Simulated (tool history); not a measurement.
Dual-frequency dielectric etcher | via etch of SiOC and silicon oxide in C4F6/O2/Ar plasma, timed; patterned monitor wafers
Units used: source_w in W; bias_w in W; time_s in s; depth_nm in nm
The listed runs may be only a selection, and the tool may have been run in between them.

run    day  source_w  bias_w  time_s  depth_nm
  1  0.000       340     210    42.5    54.877
  2  0.025       360     211    42.5    56.248
  3  0.262       360     225    42.5    57.426
  4  0.471       360     225    38.5    51.590
  5  0.658       370     232    39.0    53.211
     0.696  -- bias power generator calibrated
  6  0.696       370     207    39.0    51.222
  7  1.058       370     218    39.5    52.859
  8  1.400       380     228    40.0    54.796

Run 9 has not been measured yet. What should we expect?
  9  1.496       390     236    40.0         ?

depth_nm: 55.537 nm
